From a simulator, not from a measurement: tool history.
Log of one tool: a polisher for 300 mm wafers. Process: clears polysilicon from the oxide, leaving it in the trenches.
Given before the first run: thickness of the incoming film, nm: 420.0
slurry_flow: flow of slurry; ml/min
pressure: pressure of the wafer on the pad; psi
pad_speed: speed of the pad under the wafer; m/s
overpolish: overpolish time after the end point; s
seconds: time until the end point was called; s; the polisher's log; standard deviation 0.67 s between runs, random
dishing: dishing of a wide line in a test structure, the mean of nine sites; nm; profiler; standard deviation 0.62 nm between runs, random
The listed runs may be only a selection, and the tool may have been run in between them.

run	hour	slurry_flow	pressure	pad_speed	overpolish	seconds	dishing
1	0.0	225	2.7	1.22	11	25.149	33.978
2	1.5	225	2.7	1.12	11	27.214	32.849
3	4.1	225	2.7	1.12	6	26.606	31.761
4	8.1	220	2.3	1.08	9	31.476	33.083
5	9.7	220	2.3	1.08	5	31.039	29.281
6	13.0	220	2.0	1.00	8	38.224	31.790
7	14.3	220	1.8	0.98	9	41.474	31.518
8	16.0	220	1.7	0.96	11	43.046	32.171

Run 9, settings as shown, results not yet in. Your forecast:
9	16.9	220	1.6	0.94	12	?	?

seconds: 47.660 s
dishing: 33.834 nm
